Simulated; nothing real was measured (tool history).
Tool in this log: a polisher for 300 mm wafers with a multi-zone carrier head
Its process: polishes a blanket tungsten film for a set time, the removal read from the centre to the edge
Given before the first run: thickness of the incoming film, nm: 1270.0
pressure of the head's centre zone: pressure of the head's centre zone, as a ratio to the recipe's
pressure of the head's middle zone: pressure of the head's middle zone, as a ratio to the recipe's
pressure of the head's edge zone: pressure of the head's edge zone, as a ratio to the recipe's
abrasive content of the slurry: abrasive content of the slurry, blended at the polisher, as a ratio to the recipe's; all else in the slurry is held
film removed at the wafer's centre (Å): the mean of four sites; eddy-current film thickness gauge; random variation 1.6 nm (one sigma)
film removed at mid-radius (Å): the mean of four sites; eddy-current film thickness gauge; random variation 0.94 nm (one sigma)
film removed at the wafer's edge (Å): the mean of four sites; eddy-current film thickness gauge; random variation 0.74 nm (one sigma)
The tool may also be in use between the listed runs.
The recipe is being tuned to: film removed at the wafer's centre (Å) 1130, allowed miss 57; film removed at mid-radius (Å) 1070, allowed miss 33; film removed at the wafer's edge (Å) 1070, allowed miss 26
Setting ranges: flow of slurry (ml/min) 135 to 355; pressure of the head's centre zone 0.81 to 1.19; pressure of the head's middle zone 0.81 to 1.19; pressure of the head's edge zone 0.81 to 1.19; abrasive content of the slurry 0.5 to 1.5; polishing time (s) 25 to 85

run,hour,flow of slurry (ml/min),pressure of the head's centre zone,pressure of the head's middle zone,pressure of the head's edge zone,abrasive content of the slurry,polishing time (s),film removed at the wafer's centre (Å),film removed at mid-radius (Å),film removed at the wafer's edge (Å)
1,0,225,1,1,1,1,55,1662.6,1673.8,1631.6
2,6.9,225,1,1,1,0.8,55,1556.4,1531.3,1512.5
3,10,270,1,1,1,0.8,55,1521.3,1563,1539.2
4,13.3,260,0.99,0.97,0.95,0.7,52,1400.4,1342.1,1336
5,19.6,260,0.95,0.95,0.91,0.65,51,1266,1254.9,1251.6
6,22.2,260,0.91,0.95,0.91,0.65,51,1213.2,1251.9,1252.3
7,31,255,0.91,0.94,0.88,0.6,51,1163.6,1222,1162.4
8,39.1,235,0.91,0.91,0.87,0.6,51,1103.2,1171.1,1147.4
9,45.1,235,0.94,0.89,0.85,0.6,51,1200.1,1153.8,1154.9

Which of these 5 next moves meets every target?
A,51.1,260,0.98,0.9,0.86,0.75,42,?,?,?
B,51.1,260,0.9,0.89,0.85,0.55,49,?,?,?
C,51.1,165,0.92,0.95,0.81,0.65,46,?,?,?
D,51.1,230,0.96,1,0.81,0.55,51,?,?,?
E,51.1,280,0.94,0.95,0.87,0.5,49,?,?,?

move,film removed at the wafer's centre (Å),film removed at mid-radius (Å),film removed at the wafer's edge (Å)
A,1118.8,1068.1,1058.7
B,1040.6,1071.6,1066.1
C,999.25,1071.7,1006.3
D,1135.4,1209.9,1071.8
E,1039.7,1081,1026.6
A: in spec on every target
B: corrects the largest miss of the last run, while another result sits out of spec
C: moves the result that the last run missed by most past its target, out the other side
D: corrects the largest miss of the last run, while another result sits out of spec
E: moves the result that the last run missed by most past its target, out the other side
Go with A: it meets all targets.
